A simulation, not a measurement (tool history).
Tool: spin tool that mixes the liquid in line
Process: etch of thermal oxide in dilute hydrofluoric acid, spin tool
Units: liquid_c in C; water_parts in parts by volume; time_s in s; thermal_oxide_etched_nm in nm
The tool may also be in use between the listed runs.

run,hour,liquid_c,water_parts,time_s,thermal_oxide_etched_nm
1,0.0,26.0,180,320,7.9250
2,6.5,26.0,130,320,11.7900
3,11.0,26.0,130,340,12.3880
4,19.3,29.5,130,340,13.9890
5,25.0,29.5,165,340,10.6870
6,32.2,27.0,180,340,8.7013

Forecast run 7:
7,33.1,25.0,185,340,?

thermal_oxide_etched_nm: 7.8439 nm

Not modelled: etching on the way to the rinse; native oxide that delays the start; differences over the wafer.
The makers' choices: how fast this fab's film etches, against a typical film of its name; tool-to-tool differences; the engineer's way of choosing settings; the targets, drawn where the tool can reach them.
